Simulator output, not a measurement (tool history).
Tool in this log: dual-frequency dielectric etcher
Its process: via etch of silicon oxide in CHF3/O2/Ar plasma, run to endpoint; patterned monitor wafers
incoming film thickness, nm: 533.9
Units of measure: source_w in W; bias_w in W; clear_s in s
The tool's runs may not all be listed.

run 1 hour=0.0 | source_w=500 bias_w=155 | clear_s=308.24
run 2 hour=3.4 | source_w=480 bias_w=153 | clear_s=313.54
run 3 hour=4.8 | source_w=480 bias_w=172 | clear_s=293.98
run 4 hour=11.5 | source_w=460 bias_w=168 | clear_s=303.43
run 5 hour=14.4 | source_w=440 bias_w=166 | clear_s=306.93
run 6 hour=19.8 | source_w=440 bias_w=176 | clear_s=299.37
run 7 hour=21.7 | source_w=420 bias_w=171 | clear_s=303.52
run 8 hour=22.8 | source_w=420 bias_w=171 | clear_s=304.75
run 9 hour=27.7 | source_w=410 bias_w=166 | clear_s=313.80
run 10 hour=34.0 | source_w=400 bias_w=163 | clear_s=316.85
run 11 hour=41.8 | source_w=390 bias_w=160 | clear_s=321.17
run 12 hour=46.9 | source_w=380 bias_w=158 | clear_s=323.80
run 13 hour=55.3 | source_w=370 bias_w=156 | clear_s=328.36
run 14 hour=61.0 | source_w=360 bias_w=154 | clear_s=333.60
run 15 hour=65.4 | source_w=350 bias_w=153 | clear_s=334.20

What does the tool deliver on the next run?
run 16 hour=69.2 | source_w=350 bias_w=152 | clear_s=?

{"run 16": {"clear_s": 333.21}}
